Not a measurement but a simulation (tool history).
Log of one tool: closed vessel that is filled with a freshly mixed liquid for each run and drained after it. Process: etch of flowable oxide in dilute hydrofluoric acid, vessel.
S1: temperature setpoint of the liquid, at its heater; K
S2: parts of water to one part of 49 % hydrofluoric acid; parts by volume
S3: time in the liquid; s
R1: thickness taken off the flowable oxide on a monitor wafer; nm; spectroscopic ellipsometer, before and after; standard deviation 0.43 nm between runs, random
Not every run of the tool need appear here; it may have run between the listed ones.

run 1 hour=0 | S1=299.15 S2=200 S3=95 | R1=21.191
run 2 hour=6.4 | S1=299.15 S2=200 S3=100 | R1=22.377
run 3 hour=13 | S1=299.15 S2=175 S3=100 | R1=26.044
run 4 hour=17.6 | S1=299.15 S2=175 S3=100 | R1=26.089
run 5 hour=19 | S1=296.65 S2=175 S3=100 | R1=23.63
run 6 hour=20.4 | S1=298.65 S2=160 S3=100 | R1=28.186
run 7 hour=27 | S1=300.65 S2=150 S3=100 | R1=33.448

Forecast run 8:
run 8 hour=28.9 | S1=302.15 S2=145 S3=100 | R1=?

Run 8 produced R1 36.364 nm.
